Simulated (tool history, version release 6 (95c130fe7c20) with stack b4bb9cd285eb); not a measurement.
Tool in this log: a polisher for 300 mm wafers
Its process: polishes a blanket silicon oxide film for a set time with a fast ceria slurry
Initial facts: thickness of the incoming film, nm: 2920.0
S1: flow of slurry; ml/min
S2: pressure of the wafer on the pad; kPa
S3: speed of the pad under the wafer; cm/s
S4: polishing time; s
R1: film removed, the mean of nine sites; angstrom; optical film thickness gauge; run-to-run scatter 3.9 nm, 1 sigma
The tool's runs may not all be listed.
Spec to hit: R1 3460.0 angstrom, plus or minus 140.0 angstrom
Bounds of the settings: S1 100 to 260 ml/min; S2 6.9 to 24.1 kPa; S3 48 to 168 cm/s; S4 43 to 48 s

{"run": 1, "hour": 0.0, "S1": 165, "S2": 15.2, "S3": 108, "S4": 48, "R1": 5791.9}
{"run": 2, "hour": 8.1, "S1": 165, "S2": 15.2, "S3": 108, "S4": 43, "R1": 5213.1}
{"run": 3, "hour": 14.4, "S1": 165, "S2": 15.2, "S3": 90, "S4": 43, "R1": 4346.6}
{"run": 4, "hour": 19.9, "S1": 165, "S2": 14.5, "S3": 90, "S4": 43, "R1": 4229.8}
{"run": 5, "hour": 25.0, "S1": 165, "S2": 14.5, "S3": 90, "S4": 48, "R1": 4687.8}
{"run": 6, "hour": 33.9, "S1": 165, "S2": 14.5, "S3": 106, "S4": 48, "R1": 5500.4}
{"run": 7, "hour": 38.6, "S1": 165, "S2": 13.1, "S3": 104, "S4": 48, "R1": 4807.0}
{"run": 8, "hour": 46.3, "S1": 165, "S2": 12.4, "S3": 104, "S4": 48, "R1": 4596.3}
{"run": 9, "hour": 53.8, "S1": 165, "S2": 11.7, "S3": 104, "S4": 48, "R1": 4208.6}
{"run": 10, "hour": 61.7, "S1": 165, "S2": 11.0, "S3": 104, "S4": 48, "R1": 4055.6}

4 candidate next runs follow, results not yet known. Just one meets every target within its allowed miss. Identify it.
{"run": "A", "hour": 69.6, "S1": 160, "S2": 9.7, "S3": 108, "S4": 44, "R1": "?"}
{"run": "B", "hour": 69.6, "S1": 175, "S2": 9.7, "S3": 110, "S4": 48, "R1": "?"}
{"run": "C", "hour": 69.6, "S1": 165, "S2": 8.3, "S3": 134, "S4": 46, "R1": "?"}
{"run": "D", "hour": 69.6, "S1": 145, "S2": 9.7, "S3": 124, "S4": 43, "R1": "?"}

move=A R1=3413.8
move=B R1=3840.4
move=C R1=3810.3
move=D R1=3749.9
A: each result inside its tolerance
B: closes in on the targets versus the last run, not all within tolerance yet
C: closes in on the targets versus the last run, not all within tolerance yet
D: closes in on the targets versus the last run, not all within tolerance yet
So the answer is move A, the one that meets all the targets.
